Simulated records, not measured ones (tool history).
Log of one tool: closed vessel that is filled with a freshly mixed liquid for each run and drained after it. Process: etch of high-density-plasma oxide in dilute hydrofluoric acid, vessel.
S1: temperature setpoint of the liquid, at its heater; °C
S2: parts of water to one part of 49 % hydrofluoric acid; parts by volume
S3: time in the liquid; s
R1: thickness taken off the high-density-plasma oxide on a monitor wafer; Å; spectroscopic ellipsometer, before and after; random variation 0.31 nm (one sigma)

run,day,S1,S2,S3,R1
1,0.000,21.0,40,645,816.46
2,0.333,21.0,40,690,871.27
3,0.408,20.0,40,690,825.45
4,0.608,20.0,35,690,959.16
5,0.929,20.0,35,690,962.53
6,1.029,20.0,35,690,959.52
7,1.296,19.5,35,690,931.22
8,1.571,19.0,35,690,920.03
9,1.688,18.5,35,690,895.65
10,1.992,18.0,35,690,879.78

Forecast run 11:
11,2.067,17.0,45,690,?

Run 11 gave R1 647.06 Å.
